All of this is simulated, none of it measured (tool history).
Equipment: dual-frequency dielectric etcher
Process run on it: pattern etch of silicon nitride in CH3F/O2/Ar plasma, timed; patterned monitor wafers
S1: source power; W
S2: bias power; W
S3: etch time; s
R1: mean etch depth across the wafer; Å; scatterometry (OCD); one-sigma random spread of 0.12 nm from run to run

run 1 day=0.000 | S1=310 S2=54 S3=44.5 | R1=258.58
run 2 day=0.300 | S1=300 S2=54 S3=44.5 | R1=256.36
run 3 day=0.646 | S1=290 S2=54 S3=44.5 | R1=253.00
run 4 day=0.762 | S1=280 S2=54 S3=44.5 | R1=249.79
run 5 day=0.854 | S1=280 S2=54 S3=46.5 | R1=263.54
run 6 day=1.133 | S1=240 S2=54 S3=46.5 | R1=250.38
run 7 day=1.275 | S1=230 S2=54 S3=46.5 | R1=248.99

The next listed run, before its measurement:
run 8 day=1.512 | S1=230 S2=54 S3=46.5 | R1=?

For run 8 the tool returned R1 248.23 Å.
